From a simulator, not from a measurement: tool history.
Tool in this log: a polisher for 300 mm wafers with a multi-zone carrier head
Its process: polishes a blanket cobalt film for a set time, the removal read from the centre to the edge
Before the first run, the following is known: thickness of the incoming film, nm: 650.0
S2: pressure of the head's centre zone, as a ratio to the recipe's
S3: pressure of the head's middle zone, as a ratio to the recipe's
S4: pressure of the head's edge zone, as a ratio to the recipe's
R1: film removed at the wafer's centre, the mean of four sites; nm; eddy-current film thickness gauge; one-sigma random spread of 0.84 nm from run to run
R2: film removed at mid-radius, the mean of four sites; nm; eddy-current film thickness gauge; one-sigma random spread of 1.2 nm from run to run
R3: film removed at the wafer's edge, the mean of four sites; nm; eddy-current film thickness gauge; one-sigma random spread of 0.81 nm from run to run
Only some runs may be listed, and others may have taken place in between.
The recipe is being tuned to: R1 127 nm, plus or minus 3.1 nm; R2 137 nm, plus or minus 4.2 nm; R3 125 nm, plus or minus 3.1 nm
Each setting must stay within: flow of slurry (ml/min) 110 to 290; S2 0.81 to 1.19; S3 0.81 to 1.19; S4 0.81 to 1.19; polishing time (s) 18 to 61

run 1 day=0 | flow_of_slurry_(ml/min)=185 S2=1 S3=1 S4=1 polishing_time_(s)=39 | R1=199.74 R2=198.39 R3=199.9
run 2 day=0.271 | flow_of_slurry_(ml/min)=185 S2=0.95 S3=1 S4=1 polishing_time_(s)=39 | R1=190.3 R2=198.49 R3=199.29
run 3 day=0.438 | flow_of_slurry_(ml/min)=185 S2=0.89 S3=1 S4=1 polishing_time_(s)=39 | R1=182.21 R2=199.68 R3=199.43
run 4 day=0.612 | flow_of_slurry_(ml/min)=140 S2=0.89 S3=1 S4=1 polishing_time_(s)=39 | R1=170.42 R2=193.67 R3=191.28
run 5 day=0.658 | flow_of_slurry_(ml/min)=135 S2=0.9 S3=1 S4=0.95 polishing_time_(s)=35 | R1=154.53 R2=165.75 R3=169.06
run 6 day=0.938 | flow_of_slurry_(ml/min)=135 S2=0.92 S3=1.05 S4=0.91 polishing_time_(s)=32 | R1=144.49 R2=158.1 R3=149.81
run 7 day=1.254 | flow_of_slurry_(ml/min)=135 S2=0.92 S3=1.06 S4=0.89 polishing_time_(s)=31 | R1=139.51 R2=153.55 R3=144.05
run 8 day=1.454 | flow_of_slurry_(ml/min)=135 S2=0.92 S3=1.07 S4=0.87 polishing_time_(s)=30 | R1=134.54 R2=148.61 R3=137.95
run 9 day=1.617 | flow_of_slurry_(ml/min)=135 S2=0.92 S3=1.07 S4=0.87 polishing_time_(s)=30 | R1=134.38 R2=151.88 R3=137.8
run 10 day=1.95 | flow_of_slurry_(ml/min)=135 S2=0.92 S3=1.07 S4=0.87 polishing_time_(s)=30 | R1=135.99 R2=152.27 R3=138.54
run 11 day=2.229 | flow_of_slurry_(ml/min)=130 S2=0.92 S3=1.07 S4=0.85 polishing_time_(s)=29 | R1=130.45 R2=141.5 R3=130.81
run 12 day=2.321 | flow_of_slurry_(ml/min)=115 S2=0.92 S3=1.09 S4=0.81 polishing_time_(s)=29 | R1=127.79 R2=143.08 R3=127.48

Which single option among these 5 for the next run brings every result within its allowed miss of target? Just one does.
run A day=2.412 | flow_of_slurry_(ml/min)=130 S2=0.89 S3=0.98 S4=0.84 polishing_time_(s)=29 | R1=? R2=? R3=?
run B day=2.412 | flow_of_slurry_(ml/min)=115 S2=0.96 S3=1.19 S4=0.92 polishing_time_(s)=28 | R1=? R2=? R3=?
run C day=2.412 | flow_of_slurry_(ml/min)=125 S2=0.9 S3=1.08 S4=0.87 polishing_time_(s)=29 | R1=? R2=? R3=?
run D day=2.412 | flow_of_slurry_(ml/min)=200 S2=0.93 S3=1.05 S4=0.85 polishing_time_(s)=26 | R1=? R2=? R3=?
run E day=2.412 | flow_of_slurry_(ml/min)=110 S2=0.89 S3=1 S4=0.87 polishing_time_(s)=28 | R1=? R2=? R3=?

move=A R1=126.57 R2=138.09 R3=130.97
move=B R1=127.07 R2=143.59 R3=129.58
move=C R1=126.82 R2=143.74 R3=132.31
move=D R1=126.53 R2=136.39 R3=123.58
move=E R1=118.12 R2=130.64 R3=125.77
A: brings the result that was furthest off to its target, and leaves another outside
B: moves away from the targets compared with the last run
C: moves away from the targets compared with the last run
D: all results land within tolerance of their targets
E: carries the result that was furthest off beyond its target, to the other side
The right move is D.
